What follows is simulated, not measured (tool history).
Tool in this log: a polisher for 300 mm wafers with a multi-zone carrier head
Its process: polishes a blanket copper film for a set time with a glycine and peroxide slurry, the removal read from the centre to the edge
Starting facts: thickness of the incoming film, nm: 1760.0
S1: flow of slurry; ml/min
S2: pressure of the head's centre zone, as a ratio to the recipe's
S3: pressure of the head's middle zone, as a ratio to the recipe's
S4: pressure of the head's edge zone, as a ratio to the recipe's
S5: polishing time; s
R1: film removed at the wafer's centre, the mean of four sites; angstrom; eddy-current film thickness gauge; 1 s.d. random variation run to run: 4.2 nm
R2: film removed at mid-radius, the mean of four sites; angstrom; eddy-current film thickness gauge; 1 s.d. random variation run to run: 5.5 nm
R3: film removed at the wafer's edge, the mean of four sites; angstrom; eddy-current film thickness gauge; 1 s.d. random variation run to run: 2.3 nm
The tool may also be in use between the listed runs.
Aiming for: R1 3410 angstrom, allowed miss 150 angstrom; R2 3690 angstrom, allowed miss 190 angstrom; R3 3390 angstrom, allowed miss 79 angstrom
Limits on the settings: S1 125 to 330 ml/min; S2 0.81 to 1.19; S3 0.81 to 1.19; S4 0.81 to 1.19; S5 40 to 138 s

| run | hour | S1 | S2 | S3 | S4 | S5 | R1 | R2 | R3 |
|---|---|---|---|---|---|---|---|---|---|
| 1 | 0 | 210 | 1 | 1 | 1 | 88 | 5968.2 | 5840.8 | 5640.6 |
| 2 | 1.7 | 200 | 0.97 | 0.99 | 0.96 | 76 | 4935.1 | 4990.7 | 4784.8 |
| 3 | 4.2 | 200 | 0.97 | 0.99 | 1.01 | 76 | 4914.6 | 5063 | 4825.9 |
| 4 | 5.8 | 190 | 0.96 | 0.99 | 0.98 | 68 | 4328.4 | 4302.4 | 4244.2 |
| 5 | 8.4 | 190 | 1.02 | 0.99 | 0.98 | 68 | 4642.1 | 4405.8 | 4316.7 |
| 6 | 14.5 | 190 | 1.02 | 1.06 | 0.98 | 68 | 4636.9 | 4625.7 | 4278.1 |
| 7 | 19.9 | 190 | 1.02 | 1.06 | 0.98 | 68 | 4590.9 | 4649.4 | 4275.9 |
| 8 | 25.5 | 175 | 0.99 | 1.06 | 0.95 | 64 | 4178 | 4291.9 | 3919.1 |
| 9 | 31.5 | 175 | 0.99 | 1.06 | 0.95 | 64 | 4150.1 | 4375.6 | 3927.1 |
| 10 | 36.3 | 165 | 0.97 | 1.04 | 0.93 | 62 | 3924.9 | 4113.2 | 3705.1 |
| 11 | 38 | 155 | 0.95 | 1.02 | 0.92 | 61 | 3605.2 | 3905.6 | 3572.6 |

Exercise: of the 5 proposed moves below, exactly one satisfies all targets within the stated allowed misses. Which move is it?
| A | 39.7 | 160 | 1.05 | 1.01 | 0.86 | 58 | ? | ? | ? |
| B | 39.7 | 140 | 0.97 | 0.99 | 1.04 | 52 | ? | ? | ? |
| C | 39.7 | 130 | 0.94 | 0.87 | 0.96 | 60 | ? | ? | ? |
| D | 39.7 | 155 | 0.92 | 1.01 | 0.88 | 58 | ? | ? | ? |
| E | 39.7 | 160 | 1.01 | 1.01 | 0.81 | 62 | ? | ? | ? |

| move | R1 | R2 | R3 |
|---|---|---|---|
| A | 3900.5 | 3708.4 | 3386.6 |
| B | 3118.4 | 3172.1 | 3212.7 |
| C | 3407.4 | 3232.7 | 3539.9 |
| D | 3387.8 | 3685.5 | 3400.5 |
| E | 4009.5 | 3965.2 | 3537.7 |
A: meets the target for the result that was furthest off, but another lies outside its allowed miss
B: moves the result that the last run missed by most past its target, out the other side
C: as far off as the last run
D: all results in spec
E: further off than the last run
The right move is D.
